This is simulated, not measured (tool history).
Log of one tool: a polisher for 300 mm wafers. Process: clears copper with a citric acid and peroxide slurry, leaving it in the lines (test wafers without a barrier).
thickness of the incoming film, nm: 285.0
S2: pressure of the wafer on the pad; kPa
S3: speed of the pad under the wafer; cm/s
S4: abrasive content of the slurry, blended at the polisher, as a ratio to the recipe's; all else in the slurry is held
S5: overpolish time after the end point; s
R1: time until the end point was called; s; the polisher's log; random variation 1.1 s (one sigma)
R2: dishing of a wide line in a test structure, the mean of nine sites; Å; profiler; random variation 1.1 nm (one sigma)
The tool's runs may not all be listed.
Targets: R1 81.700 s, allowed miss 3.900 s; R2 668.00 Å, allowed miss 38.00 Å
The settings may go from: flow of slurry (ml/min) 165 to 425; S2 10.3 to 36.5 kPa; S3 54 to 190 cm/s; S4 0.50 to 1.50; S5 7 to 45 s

{"run": 1, "day": 0.0, "flow of slurry (ml/min)": 275, "S2": 23.4, "S3": 122, "S4": 1.0, "S5": 23, "R1": 79.615, "R2": 515.94}
{"run": 2, "day": 0.1, "flow of slurry (ml/min)": 275, "S2": 23.4, "S3": 122, "S4": 1.0, "S5": 25, "R1": 78.796, "R2": 539.14}
{"run": 3, "day": 0.433, "flow of slurry (ml/min)": 275, "S2": 19.3, "S3": 122, "S4": 1.0, "S5": 25, "R1": 97.938, "R2": 446.34}
{"run": 4, "day": 0.475, "flow of slurry (ml/min)": 275, "S2": 19.3, "S3": 122, "S4": 1.0, "S5": 34, "R1": 97.481, "R2": 580.52}
{"run": 5, "day": 0.608, "flow of slurry (ml/min)": 275, "S2": 19.3, "S3": 122, "S4": 1.15, "S5": 34, "R1": 93.411, "R2": 622.57}
{"run": 6, "day": 0.854, "flow of slurry (ml/min)": 275, "S2": 15.2, "S3": 122, "S4": 1.15, "S5": 34, "R1": 116.97, "R2": 491.67}
{"run": 7, "day": 1.129, "flow of slurry (ml/min)": 275, "S2": 17.2, "S3": 122, "S4": 1.15, "S5": 33, "R1": 104.38, "R2": 540.23}
{"run": 8, "day": 1.217, "flow of slurry (ml/min)": 275, "S2": 18.6, "S3": 122, "S4": 1.15, "S5": 33, "R1": 97.877, "R2": 567.91}
{"run": 9, "day": 1.55, "flow of slurry (ml/min)": 275, "S2": 20.0, "S3": 122, "S4": 1.15, "S5": 33, "R1": 90.971, "R2": 609.29}
{"run": 10, "day": 1.683, "flow of slurry (ml/min)": 275, "S2": 20.7, "S3": 122, "S4": 1.15, "S5": 33, "R1": 87.14, "R2": 615.4}

5 next moves are on the table. One of them brings every result within its allowed miss. Which?
{"run": "A", "day": 1.817, "flow of slurry (ml/min)": 270, "S2": 17.9, "S3": 146, "S4": 1.25, "S5": 34, "R1": "?", "R2": "?"}
{"run": "B", "day": 1.817, "flow of slurry (ml/min)": 205, "S2": 28.3, "S3": 104, "S4": 1.0, "S5": 25, "R1": "?", "R2": "?"}
{"run": "C", "day": 1.817, "flow of slurry (ml/min)": 260, "S2": 20.0, "S3": 126, "S4": 1.1, "S5": 31, "R1": "?", "R2": "?"}
{"run": "D", "day": 1.817, "flow of slurry (ml/min)": 230, "S2": 23.4, "S3": 116, "S4": 1.25, "S5": 29, "R1": "?", "R2": "?"}
{"run": "E", "day": 1.817, "flow of slurry (ml/min)": 280, "S2": 18.6, "S3": 120, "S4": 1.15, "S5": 32, "R1": "?", "R2": "?"}

move=A R1=81.871 R2=650.41
move=B R1=79.720 R2=539.07
move=C R1=88.592 R2=575.44
move=D R1=79.691 R2=601.63
move=E R1=97.702 R2=542.52
A: meets every target
B: brings the result that was furthest off to its target, and leaves another outside
C: further off than the last run
D: brings the result that was furthest off to its target, and leaves another outside
E: further off than the last run
Answer: A
